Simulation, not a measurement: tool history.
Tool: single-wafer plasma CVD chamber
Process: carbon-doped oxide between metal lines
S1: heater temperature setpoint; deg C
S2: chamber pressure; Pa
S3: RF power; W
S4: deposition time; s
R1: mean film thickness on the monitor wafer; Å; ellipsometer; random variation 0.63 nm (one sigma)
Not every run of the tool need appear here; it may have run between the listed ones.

| run | day | S1 | S2 | S3 | S4 | R1 |
|---|---|---|---|---|---|---|
| 1 | 0.000 | 330 | 691 | 515 | 32.3 | 1637.6 |
| 2 | 0.054 | 332 | 680 | 515 | 32.3 | 1619.5 |
| 3 | 0.258 | 333 | 672 | 515 | 32.3 | 1628.4 |
| 4 | 0.338 | 333 | 672 | 515 | 32.3 | 1617.3 |
| 5 | 0.579 | 334 | 663 | 515 | 32.3 | 1614.7 |
| 6 | 0.658 | 335 | 653 | 510 | 32.3 | 1606.5 |

Run 7 is up next; what results do you expect?
| 7 | 0.688 | 335 | 649 | 505 | 32.3 | ? |

Run 7 measured R1 1594.0 Å.

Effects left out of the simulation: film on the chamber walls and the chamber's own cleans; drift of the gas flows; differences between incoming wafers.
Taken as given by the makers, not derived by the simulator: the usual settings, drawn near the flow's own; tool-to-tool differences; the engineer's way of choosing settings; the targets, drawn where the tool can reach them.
